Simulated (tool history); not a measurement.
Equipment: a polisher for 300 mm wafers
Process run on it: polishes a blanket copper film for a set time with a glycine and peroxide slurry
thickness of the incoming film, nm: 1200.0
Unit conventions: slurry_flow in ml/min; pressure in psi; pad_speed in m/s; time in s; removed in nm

run,hour,slurry_flow,pressure,pad_speed,time,removed
1,0.0,275,3.1,1.20,78,604.46
2,2.1,275,3.1,1.20,78,603.08
3,9.8,275,3.3,1.20,78,633.78
4,11.5,275,3.5,1.20,78,661.54
5,14.3,315,3.5,1.20,78,678.98
6,16.9,315,3.5,1.20,82,706.97

Run 7, settings as shown, results not yet in. Your forecast:
7,24.6,315,3.6,1.20,82,?

removed: 714.46 nm
